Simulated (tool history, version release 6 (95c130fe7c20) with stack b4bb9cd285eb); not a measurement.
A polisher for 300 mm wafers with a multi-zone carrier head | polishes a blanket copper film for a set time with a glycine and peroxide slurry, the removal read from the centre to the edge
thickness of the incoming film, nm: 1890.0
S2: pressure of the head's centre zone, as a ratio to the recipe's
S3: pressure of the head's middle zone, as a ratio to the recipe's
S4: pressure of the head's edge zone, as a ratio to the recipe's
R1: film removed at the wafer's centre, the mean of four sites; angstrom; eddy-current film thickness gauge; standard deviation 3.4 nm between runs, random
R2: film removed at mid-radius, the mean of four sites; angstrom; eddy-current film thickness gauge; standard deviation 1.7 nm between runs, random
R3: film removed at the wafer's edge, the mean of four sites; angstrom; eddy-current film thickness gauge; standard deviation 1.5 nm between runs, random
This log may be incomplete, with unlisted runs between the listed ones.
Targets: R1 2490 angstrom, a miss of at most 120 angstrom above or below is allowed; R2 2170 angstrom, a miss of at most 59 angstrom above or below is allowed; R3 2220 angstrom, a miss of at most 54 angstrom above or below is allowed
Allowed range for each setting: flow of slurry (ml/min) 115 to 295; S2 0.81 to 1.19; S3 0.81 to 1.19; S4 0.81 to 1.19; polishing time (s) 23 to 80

run 1 hour=0 | flow_of_slurry_(ml/min)=190 S2=1 S3=1 S4=1 polishing_time_(s)=51 | R1=1864.6 R2=1871.6 R3=1822.6
run 2 hour=1.8 | flow_of_slurry_(ml/min)=155 S2=1 S3=1 S4=1 polishing_time_(s)=51 | R1=1774.8 R2=1819.1 R3=1773.8
run 3 hour=6.6 | flow_of_slurry_(ml/min)=155 S2=1 S3=1 S4=1 polishing_time_(s)=61 | R1=2190.6 R2=2185.6 R3=2101.5
run 4 hour=15.5 | flow_of_slurry_(ml/min)=165 S2=1.02 S3=0.99 S4=1.01 polishing_time_(s)=61 | R1=2296.9 R2=2188.4 R3=2129.7
run 5 hour=22.9 | flow_of_slurry_(ml/min)=165 S2=1.02 S3=0.94 S4=1.01 polishing_time_(s)=61 | R1=2266.1 R2=2096.7 R3=2152.3
run 6 hour=27.1 | flow_of_slurry_(ml/min)=145 S2=1.02 S3=0.94 S4=1.01 polishing_time_(s)=61 | R1=2083.6 R2=2040.8 R3=2107.6
run 7 hour=35.1 | flow_of_slurry_(ml/min)=160 S2=1.03 S3=0.94 S4=1.01 polishing_time_(s)=61 | R1=2216.8 R2=2093.8 R3=2120.7
run 8 hour=42.4 | flow_of_slurry_(ml/min)=170 S2=1.04 S3=0.94 S4=1.02 polishing_time_(s)=61 | R1=2279.3 R2=2089.4 R3=2141.3

Which one of the following 4 next-run settings gets every result inside its allowed miss? There is exactly one.
run A hour=49.7 | flow_of_slurry_(ml/min)=190 S2=1.03 S3=0.86 S4=1.03 polishing_time_(s)=61 | R1=? R2=? R3=?
run B hour=49.7 | flow_of_slurry_(ml/min)=180 S2=0.99 S3=0.95 S4=1.19 polishing_time_(s)=62 | R1=? R2=? R3=?
run C hour=49.7 | flow_of_slurry_(ml/min)=155 S2=1.09 S3=0.91 S4=0.94 polishing_time_(s)=66 | R1=? R2=? R3=?
run D hour=49.7 | flow_of_slurry_(ml/min)=160 S2=0.94 S3=0.85 S4=1.02 polishing_time_(s)=66 | R1=? R2=? R3=?

move=A R1=2292.3 R2=2023 R3=2177.3
move=B R1=2232.4 R2=2212.6 R3=2362.3
move=C R1=2492.4 R2=2207.5 R3=2191.7
move=D R1=2218.6 R2=2101.4 R3=2291.6
A: the biggest miss grows against the last run
B: the biggest miss grows against the last run
C: each result inside its tolerance
D: the biggest miss grows against the last run
Answer: C
